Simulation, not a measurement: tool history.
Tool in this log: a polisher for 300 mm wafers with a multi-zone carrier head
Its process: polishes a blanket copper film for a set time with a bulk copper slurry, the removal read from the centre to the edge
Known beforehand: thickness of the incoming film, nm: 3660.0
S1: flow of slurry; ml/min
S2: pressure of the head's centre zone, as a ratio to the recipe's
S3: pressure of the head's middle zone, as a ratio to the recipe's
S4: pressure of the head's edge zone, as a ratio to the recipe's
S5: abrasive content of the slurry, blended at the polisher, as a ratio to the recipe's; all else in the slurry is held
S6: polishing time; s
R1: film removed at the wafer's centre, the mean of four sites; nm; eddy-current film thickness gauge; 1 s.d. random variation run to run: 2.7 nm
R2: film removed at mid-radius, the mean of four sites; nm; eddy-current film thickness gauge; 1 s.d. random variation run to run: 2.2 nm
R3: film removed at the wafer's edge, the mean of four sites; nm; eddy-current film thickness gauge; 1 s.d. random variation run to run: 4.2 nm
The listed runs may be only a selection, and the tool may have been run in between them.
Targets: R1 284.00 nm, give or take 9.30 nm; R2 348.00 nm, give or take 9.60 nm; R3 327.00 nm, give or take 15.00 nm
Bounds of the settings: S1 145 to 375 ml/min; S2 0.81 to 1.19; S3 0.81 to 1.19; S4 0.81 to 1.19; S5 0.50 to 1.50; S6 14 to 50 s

run	hour	S1	S2	S3	S4	S5	S6	R1	R2	R3
1	0.0	240	1.00	1.00	1.00	1.00	32	210.44	208.60	210.95
2	6.0	240	1.00	1.00	1.00	0.90	32	203.96	204.51	206.38
3	10.9	240	1.00	0.94	1.00	0.90	32	208.68	194.22	207.16
4	19.3	200	1.00	0.94	1.00	0.90	32	196.49	190.52	207.03
5	26.6	200	1.08	0.94	1.00	0.90	32	215.58	189.91	206.69
6	27.4	250	1.08	0.94	1.00	0.90	32	220.69	194.84	202.22
7	35.8	240	1.04	1.00	1.02	1.05	34	229.25	223.96	227.56
8	38.2	235	1.03	1.04	1.04	1.15	36	250.78	246.83	243.94
9	39.7	305	0.93	1.14	1.14	1.40	44	295.79	354.96	343.50
# hour 46.5: worn pad replaced by a new one
10	46.5	300	0.93	1.14	1.13	1.40	44	333.49	399.71	379.23
11	48.7	305	0.94	1.15	1.14	1.30	44	328.04	396.54	375.47
12	55.0	295	0.92	1.13	1.11	1.35	44	324.82	389.79	369.98
13	59.9	295	0.92	1.14	1.12	1.35	43	323.90	382.20	365.41
14	61.6	315	0.94	1.15	1.14	1.40	43	333.03	394.37	368.84
15	63.8	300	0.94	1.15	1.13	1.35	42	315.41	376.88	362.45
16	65.7	295	0.92	1.14	1.10	1.35	41	306.15	368.71	336.56

5 candidate next runs follow, results not yet known. Just one meets every target within its allowed miss. Identify it.
A	67.6	215	0.89	1.11	1.04	1.50	40	?	?	?
B	67.6	245	1.05	1.11	1.12	1.50	39	?	?	?
C	67.6	280	0.95	1.11	1.01	1.45	41	?	?	?
D	67.6	375	0.87	1.19	0.90	1.10	44	?	?	?
E	67.6	310	1.01	1.13	0.94	1.45	44	?	?	?

move	R1	R2	R3
A	282.99	348.46	332.39
B	329.34	344.13	339.84
C	315.97	363.89	340.02
D	300.43	399.36	330.40
E	363.69	400.06	354.94
A: all results land within tolerance of their targets
B: moves away from the targets compared with the last run
C: moves away from the targets compared with the last run
D: moves away from the targets compared with the last run
E: moves away from the targets compared with the last run
So the answer is move A, the one that meets all the targets.
